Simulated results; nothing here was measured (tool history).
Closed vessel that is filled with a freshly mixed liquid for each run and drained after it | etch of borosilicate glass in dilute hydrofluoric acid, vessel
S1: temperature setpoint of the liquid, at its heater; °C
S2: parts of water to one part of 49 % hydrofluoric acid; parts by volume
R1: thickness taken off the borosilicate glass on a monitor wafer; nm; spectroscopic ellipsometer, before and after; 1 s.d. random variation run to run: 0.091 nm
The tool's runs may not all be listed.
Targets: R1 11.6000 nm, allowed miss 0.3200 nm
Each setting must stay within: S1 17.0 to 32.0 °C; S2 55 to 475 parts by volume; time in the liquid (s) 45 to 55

run 1 hour=0.0 | S1=24.0 S2=265 time_in_the_liquid_(s)=55 | R1=5.4315
run 2 hour=8.3 | S1=26.0 S2=235 time_in_the_liquid_(s)=55 | R1=6.8317
run 3 hour=12.4 | S1=27.5 S2=220 time_in_the_liquid_(s)=55 | R1=7.8847
run 4 hour=19.2 | S1=28.5 S2=210 time_in_the_liquid_(s)=55 | R1=8.5499
run 5 hour=25.8 | S1=29.5 S2=200 time_in_the_liquid_(s)=55 | R1=9.4076
run 6 hour=32.2 | S1=30.0 S2=195 time_in_the_liquid_(s)=55 | R1=9.8556
run 7 hour=36.1 | S1=30.0 S2=195 time_in_the_liquid_(s)=55 | R1=10.1210
run 8 hour=40.9 | S1=30.5 S2=195 time_in_the_liquid_(s)=55 | R1=10.0460
run 9 hour=50.0 | S1=31.0 S2=190 time_in_the_liquid_(s)=55 | R1=10.6230
run 10 hour=52.3 | S1=31.5 S2=185 time_in_the_liquid_(s)=55 | R1=11.0880

Pick the move, out of 4, that brings all results within their allowed miss; only one does.
run A hour=54.6 | S1=27.0 S2=175 time_in_the_liquid_(s)=55 | R1=?
run B hour=54.6 | S1=32.0 S2=190 time_in_the_liquid_(s)=55 | R1=?
run C hour=54.6 | S1=31.5 S2=180 time_in_the_liquid_(s)=55 | R1=?
run D hour=54.6 | S1=30.5 S2=180 time_in_the_liquid_(s)=55 | R1=?

move=A R1=10.1720
move=B R1=10.9680
move=C R1=11.5290
move=D R1=11.1360
A: moves away from the targets compared with the last run
B: moves away from the targets compared with the last run
C: every result within its allowed miss
D: closer than the last run, but not yet in spec
Move C is the one to make.
